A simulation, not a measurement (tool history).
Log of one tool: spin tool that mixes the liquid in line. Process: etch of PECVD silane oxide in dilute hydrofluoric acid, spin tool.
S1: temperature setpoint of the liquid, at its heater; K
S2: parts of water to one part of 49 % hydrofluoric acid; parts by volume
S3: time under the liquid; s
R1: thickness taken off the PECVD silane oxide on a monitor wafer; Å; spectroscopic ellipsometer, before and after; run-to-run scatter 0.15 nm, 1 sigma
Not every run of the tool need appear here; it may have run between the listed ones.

Run 1, day 0.000: S1 293.15 K, S2 180 parts by volume, S3 275 s. Result: R1 264.28 Å.
Run 2, day 0.150: S1 293.15 K, S2 180 parts by volume, S3 295 s. Result: R1 281.92 Å.
Run 3, day 0.196: S1 293.15 K, S2 180 parts by volume, S3 275 s. Result: R1 267.40 Å.
Run 4, day 0.283: S1 293.15 K, S2 150 parts by volume, S3 275 s. Result: R1 329.31 Å.
Run 5, day 0.529: S1 293.15 K, S2 150 parts by volume, S3 295 s. Result: R1 352.93 Å.
Run 6, day 0.738: S1 292.65 K, S2 165 parts by volume, S3 295 s. Result: R1 309.39 Å.

Estimate the outcome of run 7 from the log above:
Run 7, day 0.967: S1 292.65 K, S2 165 parts by volume, S3 295 s. Result: R1 ?.

R1: 314.90 Å
